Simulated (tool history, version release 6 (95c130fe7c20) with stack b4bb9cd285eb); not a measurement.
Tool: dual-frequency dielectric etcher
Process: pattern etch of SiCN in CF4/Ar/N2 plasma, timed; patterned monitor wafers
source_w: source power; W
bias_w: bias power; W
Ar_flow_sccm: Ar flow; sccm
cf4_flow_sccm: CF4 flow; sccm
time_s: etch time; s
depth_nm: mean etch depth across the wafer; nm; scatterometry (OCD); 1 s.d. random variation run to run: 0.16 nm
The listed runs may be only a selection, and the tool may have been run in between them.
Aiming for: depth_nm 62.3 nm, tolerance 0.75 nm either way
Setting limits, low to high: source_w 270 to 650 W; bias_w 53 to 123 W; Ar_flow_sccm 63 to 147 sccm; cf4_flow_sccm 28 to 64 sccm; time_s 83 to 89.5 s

Run 1, hour 0: source_w 460 W, bias_w 88 W, Ar_flow_sccm 105 sccm, cf4_flow_sccm 46 sccm, time_s 89.5 s. Result: depth_nm 79.021 nm.
Run 2, hour 0.7: source_w 420 W, bias_w 88 W, Ar_flow_sccm 105 sccm, cf4_flow_sccm 46 sccm, time_s 89.5 s. Result: depth_nm 75.683 nm.
Run 3, hour 7.7: source_w 420 W, bias_w 88 W, Ar_flow_sccm 105 sccm, cf4_flow_sccm 46 sccm, time_s 89.5 s. Result: depth_nm 75.662 nm.
Run 4, hour 15.8: source_w 380 W, bias_w 88 W, Ar_flow_sccm 105 sccm, cf4_flow_sccm 46 sccm, time_s 89.5 s. Result: depth_nm 71.693 nm.
Run 5, hour 18.7: source_w 380 W, bias_w 88 W, Ar_flow_sccm 105 sccm, cf4_flow_sccm 53 sccm, time_s 89.5 s. Result: depth_nm 73.328 nm.
Run 6, hour 24.8: source_w 420 W, bias_w 88 W, Ar_flow_sccm 105 sccm, cf4_flow_sccm 53 sccm, time_s 89.5 s. Result: depth_nm 77.759 nm.
Run 7, hour 28.6: source_w 420 W, bias_w 88 W, Ar_flow_sccm 105 sccm, cf4_flow_sccm 53 sccm, time_s 89.5 s. Result: depth_nm 77.46 nm.
Run 8, hour 29.9: source_w 380 W, bias_w 87 W, Ar_flow_sccm 105 sccm, cf4_flow_sccm 53 sccm, time_s 89.5 s. Result: depth_nm 73.391 nm.
Run 9, hour 34.6: source_w 350 W, bias_w 86 W, Ar_flow_sccm 105 sccm, cf4_flow_sccm 53 sccm, time_s 89.5 s. Result: depth_nm 70.07 nm.
Run 10, hour 42.6: source_w 330 W, bias_w 85 W, Ar_flow_sccm 105 sccm, cf4_flow_sccm 53 sccm, time_s 89.5 s. Result: depth_nm 67.226 nm.
Run 11, hour 49.7: source_w 320 W, bias_w 85 W, Ar_flow_sccm 105 sccm, cf4_flow_sccm 53 sccm, time_s 89.5 s. Result: depth_nm 66.443 nm.
Run 12, hour 54: source_w 310 W, bias_w 85 W, Ar_flow_sccm 105 sccm, cf4_flow_sccm 53 sccm, time_s 89.5 s. Result: depth_nm 65.341 nm.
Run 13, hour 55.6: source_w 300 W, bias_w 85 W, Ar_flow_sccm 105 sccm, cf4_flow_sccm 53 sccm, time_s 89.5 s. Result: depth_nm 63.804 nm.

Pick the move, out of 4, that brings all results within their allowed miss; only one does.
Run A, hour 57.2: source_w 280 W, bias_w 96 W, Ar_flow_sccm 98 sccm, cf4_flow_sccm 50 sccm, time_s 88.5 s. Result: depth_nm ?.
Run B, hour 57.2: source_w 280 W, bias_w 76 W, Ar_flow_sccm 105 sccm, cf4_flow_sccm 60 sccm, time_s 88.5 s. Result: depth_nm ?.
Run C, hour 57.2: source_w 310 W, bias_w 79 W, Ar_flow_sccm 93 sccm, cf4_flow_sccm 58 sccm, time_s 87 s. Result: depth_nm ?.
Run D, hour 57.2: source_w 330 W, bias_w 84 W, Ar_flow_sccm 103 sccm, cf4_flow_sccm 50 sccm, time_s 84 s. Result: depth_nm ?.

move  depth_nm
   A    64.815
   B    60.225
   C    64.519
   D    62.541
A: misses by more than the last run did
B: carries the result that was furthest off beyond its target, to the other side
C: misses by more than the last run did
D: all results land within tolerance of their targets
The move that meets every target is D.

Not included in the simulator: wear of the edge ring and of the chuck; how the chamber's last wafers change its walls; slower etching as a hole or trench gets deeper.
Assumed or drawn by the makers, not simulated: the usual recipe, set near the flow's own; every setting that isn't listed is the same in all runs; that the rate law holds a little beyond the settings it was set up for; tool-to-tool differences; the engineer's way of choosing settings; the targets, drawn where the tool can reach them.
